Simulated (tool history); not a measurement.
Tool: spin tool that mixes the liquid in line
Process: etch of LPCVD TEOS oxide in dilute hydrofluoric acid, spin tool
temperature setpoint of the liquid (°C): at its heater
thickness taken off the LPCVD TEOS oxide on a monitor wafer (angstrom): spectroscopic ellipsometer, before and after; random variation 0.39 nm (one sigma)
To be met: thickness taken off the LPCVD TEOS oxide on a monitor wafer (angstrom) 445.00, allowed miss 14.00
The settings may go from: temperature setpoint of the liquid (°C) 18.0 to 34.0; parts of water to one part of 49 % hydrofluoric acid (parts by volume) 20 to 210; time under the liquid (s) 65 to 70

run,hour,temperature setpoint of the liquid (°C),parts of water to one part of 49 % hydrofluoric acid (parts by volume),time under the liquid (s),thickness taken off the LPCVD TEOS oxide on a monitor wafer (angstrom)
1,0.0,26.0,115,65,179.66
2,2.7,27.0,110,65,199.45
3,7.7,27.5,105,65,212.12
4,16.1,27.5,85,65,264.03
5,19.7,31.0,85,65,301.18
6,25.3,31.5,80,65,329.04
7,32.4,32.0,80,65,339.78
8,33.0,34.0,55,65,557.85
9,41.6,33.5,55,65,556.32
10,42.2,33.0,55,65,523.88
11,46.0,32.5,55,65,526.42
12,47.3,28.5,60,65,407.20

5 next moves are on the table. One of them brings every result within its allowed miss. Which?
A,48.6,29.0,75,70,?
B,48.6,28.0,50,65,?
C,48.6,29.0,65,65,?
D,48.6,28.5,60,70,?
E,48.6,28.5,65,70,?

move,thickness taken off the LPCVD TEOS oxide on a monitor wafer (angstrom)
A,352.51
B,489.54
C,383.21
D,441.62
E,404.70
A: further off than the last run
B: takes the result that was furthest off past its target
C: further off than the last run
D: meets every target
E: further off than the last run
Move D is the one to make.
